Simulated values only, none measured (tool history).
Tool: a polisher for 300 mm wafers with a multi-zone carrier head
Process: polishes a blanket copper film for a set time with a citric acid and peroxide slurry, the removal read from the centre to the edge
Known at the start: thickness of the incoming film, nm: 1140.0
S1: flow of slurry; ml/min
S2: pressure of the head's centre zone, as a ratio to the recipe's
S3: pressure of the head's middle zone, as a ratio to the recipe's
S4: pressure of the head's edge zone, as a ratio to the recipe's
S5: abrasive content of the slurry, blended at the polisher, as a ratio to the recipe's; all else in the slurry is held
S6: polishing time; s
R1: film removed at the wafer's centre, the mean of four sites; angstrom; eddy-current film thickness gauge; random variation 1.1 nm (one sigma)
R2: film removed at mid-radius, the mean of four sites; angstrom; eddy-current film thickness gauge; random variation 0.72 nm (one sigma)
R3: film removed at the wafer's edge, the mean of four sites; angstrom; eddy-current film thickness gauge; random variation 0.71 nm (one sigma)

run	hour	S1	S2	S3	S4	S5	S6	R1	R2	R3
1	0.0	210	1.00	1.00	1.00	1.00	31	768.27	779.97	806.94
2	8.5	185	1.00	1.00	1.00	1.00	31	756.69	773.64	792.44
3	13.8	185	0.95	1.00	1.00	1.00	31	735.97	759.47	797.44
4	18.3	185	0.95	1.00	1.00	1.00	34	817.65	831.22	876.54
5	22.0	185	0.95	1.00	1.00	1.00	42	952.33	1021.60	1096.70
6	26.5	205	0.95	1.00	1.00	1.00	42	991.15	1084.80	1089.80

The next listed run, before its measurement:
7	30.6	185	0.92	0.97	0.99	0.85	41	?	?	?

{"run 7": {"R1": 887.97, "R2": 942.41, "R3": 1017.5}}
